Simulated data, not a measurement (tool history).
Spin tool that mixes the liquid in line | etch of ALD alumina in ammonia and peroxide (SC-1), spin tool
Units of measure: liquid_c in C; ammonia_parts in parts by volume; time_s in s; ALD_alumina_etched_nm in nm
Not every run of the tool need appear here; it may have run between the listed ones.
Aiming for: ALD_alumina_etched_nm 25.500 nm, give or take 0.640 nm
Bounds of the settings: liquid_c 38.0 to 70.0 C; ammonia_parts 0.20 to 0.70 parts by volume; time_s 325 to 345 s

| run | hour | liquid_c | ammonia_parts | time_s | ALD_alumina_etched_nm |
|---|---|---|---|---|---|
| 1 | 0.0 | 54.0 | 0.40 | 325 | 16.040 |
| 2 | 5.0 | 54.0 | 0.55 | 325 | 16.452 |
| 3 | 7.5 | 54.0 | 0.45 | 325 | 16.356 |
| 4 | 12.4 | 51.0 | 0.45 | 325 | 13.813 |
| 5 | 15.3 | 53.0 | 0.45 | 325 | 15.248 |
| 6 | 19.1 | 53.0 | 0.45 | 345 | 16.315 |
| 7 | 22.4 | 54.5 | 0.45 | 345 | 17.491 |
| 8 | 26.2 | 62.5 | 0.45 | 345 | 26.869 |

Which one of the following 4 next-run settings gets every result inside its allowed miss? There is exactly one.
| A | 30.0 | 63.0 | 0.45 | 345 | ? |
| B | 30.0 | 64.0 | 0.60 | 325 | ? |
| C | 30.0 | 62.0 | 0.45 | 340 | ? |
| D | 30.0 | 63.5 | 0.50 | 345 | ? |

| move | ALD_alumina_etched_nm |
|---|---|
| A | 27.296 |
| B | 27.781 |
| C | 25.576 |
| D | 28.271 |
A: its largest miss is bigger than the last run's
B: its largest miss is bigger than the last run's
C: in spec on every target
D: its largest miss is bigger than the last run's
C meets every target.
